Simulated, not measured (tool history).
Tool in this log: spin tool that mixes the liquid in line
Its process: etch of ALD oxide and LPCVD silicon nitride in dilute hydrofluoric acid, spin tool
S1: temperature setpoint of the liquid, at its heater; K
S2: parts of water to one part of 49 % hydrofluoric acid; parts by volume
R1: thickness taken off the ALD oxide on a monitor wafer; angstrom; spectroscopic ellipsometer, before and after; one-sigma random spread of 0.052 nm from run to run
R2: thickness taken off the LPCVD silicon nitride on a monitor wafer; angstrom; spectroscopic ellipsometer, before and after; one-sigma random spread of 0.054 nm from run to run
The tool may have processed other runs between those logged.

run 1 hour=0.0 | S1=297.15 S2=110 time_under_the_liquid_(s)=50 | R1=58.624 R2=2.4083
run 2 hour=2.3 | S1=299.15 S2=105 time_under_the_liquid_(s)=50 | R1=65.842 R2=2.4308
run 3 hour=8.4 | S1=300.65 S2=100 time_under_the_liquid_(s)=50 | R1=73.693 R2=4.0143
run 4 hour=12.0 | S1=301.15 S2=95 time_under_the_liquid_(s)=50 | R1=80.191 R2=3.0047
run 5 hour=13.4 | S1=301.15 S2=125 time_under_the_liquid_(s)=50 | R1=57.925 R2=2.0320
run 6 hour=22.1 | S1=301.15 S2=125 time_under_the_liquid_(s)=60 | R1=70.224 R2=3.8383

Expected results for the next run?
run 7 hour=30.8 | S1=302.15 S2=120 time_under_the_liquid_(s)=60 | R1=? R2=?

R1: 76.536 angstrom
R2: 3.2609 angstrom
